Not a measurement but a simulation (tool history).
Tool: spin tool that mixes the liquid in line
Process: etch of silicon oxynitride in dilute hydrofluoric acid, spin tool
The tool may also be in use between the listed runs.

run,day,temperature setpoint of the liquid (C),parts of water to one part of 49 % hydrofluoric acid (parts by volume),time under the liquid (s),thickness taken off the silicon oxynitride on a monitor wafer (Å)
1,0,23,70,100,61.663
2,0.321,24,70,100,64.664
3,0.571,24.5,70,100,66.617
4,0.796,24.5,70,75,49.337
5,1.029,25,65,75,54.46
6,1.15,25,50,75,72.416

Run 7 comes next. What will it give?
7,1.512,25.5,50,75,?

{"run 7": {"thickness taken off the silicon oxynitride on a monitor wafer (Å)": 76.314}}

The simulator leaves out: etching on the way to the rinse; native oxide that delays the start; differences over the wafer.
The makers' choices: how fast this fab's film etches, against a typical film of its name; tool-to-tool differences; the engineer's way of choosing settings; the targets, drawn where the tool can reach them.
